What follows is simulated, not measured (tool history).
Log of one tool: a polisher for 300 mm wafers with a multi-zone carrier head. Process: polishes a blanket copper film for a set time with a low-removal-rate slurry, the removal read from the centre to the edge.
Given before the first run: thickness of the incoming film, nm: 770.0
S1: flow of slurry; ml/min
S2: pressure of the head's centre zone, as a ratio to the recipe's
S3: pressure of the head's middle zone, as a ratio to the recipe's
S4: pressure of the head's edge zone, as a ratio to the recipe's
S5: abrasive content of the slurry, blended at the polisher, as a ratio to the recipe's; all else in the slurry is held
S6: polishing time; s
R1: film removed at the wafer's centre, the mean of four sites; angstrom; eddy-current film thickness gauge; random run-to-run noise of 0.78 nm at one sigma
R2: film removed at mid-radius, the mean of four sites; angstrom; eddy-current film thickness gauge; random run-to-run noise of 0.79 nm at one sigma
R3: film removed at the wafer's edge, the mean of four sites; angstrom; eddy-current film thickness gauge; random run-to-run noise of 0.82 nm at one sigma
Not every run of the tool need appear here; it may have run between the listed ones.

| run | day | S1 | S2 | S3 | S4 | S5 | S6 | R1 | R2 | R3 |
|---|---|---|---|---|---|---|---|---|---|---|
| 1 | 0.000 | 220 | 1.00 | 1.00 | 1.00 | 1.00 | 31 | 755.94 | 761.11 | 771.48 |
| 2 | 0.342 | 270 | 1.00 | 1.00 | 1.00 | 1.00 | 31 | 789.78 | 787.50 | 771.16 |
| 3 | 0.554 | 265 | 1.02 | 1.01 | 1.02 | 1.05 | 32 | 829.36 | 820.00 | 813.40 |
| 4 | 0.771 | 265 | 1.02 | 1.09 | 1.02 | 1.05 | 32 | 832.46 | 866.68 | 827.71 |
| 5 | 0.842 | 265 | 0.95 | 1.09 | 1.02 | 1.05 | 32 | 774.04 | 862.52 | 823.16 |
| 6 | 0.967 | 270 | 0.98 | 1.09 | 1.04 | 1.10 | 32 | 806.81 | 890.41 | 832.34 |

Run 7, settings as shown, results not yet in. Your forecast:
| 7 | 1.071 | 260 | 1.01 | 1.07 | 1.05 | 1.15 | 33 | ? | ? | ? |

Run 7 produced R1 857.21 angstrom, R2 897.81 angstrom, R3 868.12 angstrom.
